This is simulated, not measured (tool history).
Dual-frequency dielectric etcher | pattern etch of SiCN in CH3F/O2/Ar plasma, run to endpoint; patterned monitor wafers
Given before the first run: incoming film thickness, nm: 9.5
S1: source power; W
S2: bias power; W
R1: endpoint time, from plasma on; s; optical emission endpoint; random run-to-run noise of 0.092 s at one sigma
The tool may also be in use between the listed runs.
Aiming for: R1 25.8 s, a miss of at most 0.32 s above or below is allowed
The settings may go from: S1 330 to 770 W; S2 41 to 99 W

run  hour   S1  S2      R1
  1     0  550  70  21.801
  2   3.7  550  60   22.66
  3   4.8  490  59  23.697
  4  11.9  550  59  22.629
  5  17.5  520  59  23.087
  6  22.2  470  58  24.092
  7  23.6  440  58  24.428
  8  31.2  410  58  24.995

Below are 5 possible settings for the next run. Only one of them brings all results inside the allowed miss of their targets. Which is it?
  A  38.8  370  50   ?
  B  38.8  370  53   ?
  C  38.8  440  55   ?
  D  38.8  460  42   ?
  E  38.8  430  63   ?

move      R1
   A  26.503
   B  26.183
   C  24.646
   D  25.642
   E  24.086
A: takes the result that was furthest off past its target
B: takes the result that was furthest off past its target
C: its largest miss is bigger than the last run's
D: hits every target within its allowed miss
E: its largest miss is bigger than the last run's
The move that meets every target is D.
